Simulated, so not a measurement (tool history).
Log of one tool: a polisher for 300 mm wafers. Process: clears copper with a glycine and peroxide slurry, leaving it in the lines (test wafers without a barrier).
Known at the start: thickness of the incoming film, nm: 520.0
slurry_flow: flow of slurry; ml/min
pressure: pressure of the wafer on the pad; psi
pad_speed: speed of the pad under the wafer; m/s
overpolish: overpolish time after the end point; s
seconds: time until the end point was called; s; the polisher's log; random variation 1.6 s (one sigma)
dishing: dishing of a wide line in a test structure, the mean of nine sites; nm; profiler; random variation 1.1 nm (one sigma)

{"run": 1, "hour": 0.0, "slurry_flow": 255, "pressure": 2.2, "pad_speed": 0.76, "overpolish": 28, "seconds": 145.45, "dishing": 57.23}
{"run": 2, "hour": 3.9, "slurry_flow": 310, "pressure": 2.2, "pad_speed": 0.76, "overpolish": 28, "seconds": 142.42, "dishing": 58.854}
{"run": 3, "hour": 7.3, "slurry_flow": 310, "pressure": 2.4, "pad_speed": 0.78, "overpolish": 25, "seconds": 130.23, "dishing": 58.642}
{"run": 4, "hour": 9.4, "slurry_flow": 310, "pressure": 2.4, "pad_speed": 0.68, "overpolish": 25, "seconds": 146.88, "dishing": 55.811}
{"run": 5, "hour": 15.3, "slurry_flow": 310, "pressure": 2.6, "pad_speed": 0.7, "overpolish": 23, "seconds": 138.62, "dishing": 52.591}
{"run": 6, "hour": 17.7, "slurry_flow": 310, "pressure": 2.8, "pad_speed": 0.72, "overpolish": 22, "seconds": 129.37, "dishing": 52.119}

The next listed run, before its measurement:
{"run": 7, "hour": 21.7, "slurry_flow": 310, "pressure": 2.9, "pad_speed": 0.72, "overpolish": 22, "seconds": "?", "dishing": "?"}

seconds: 129.63 s
dishing: 52.258 nm

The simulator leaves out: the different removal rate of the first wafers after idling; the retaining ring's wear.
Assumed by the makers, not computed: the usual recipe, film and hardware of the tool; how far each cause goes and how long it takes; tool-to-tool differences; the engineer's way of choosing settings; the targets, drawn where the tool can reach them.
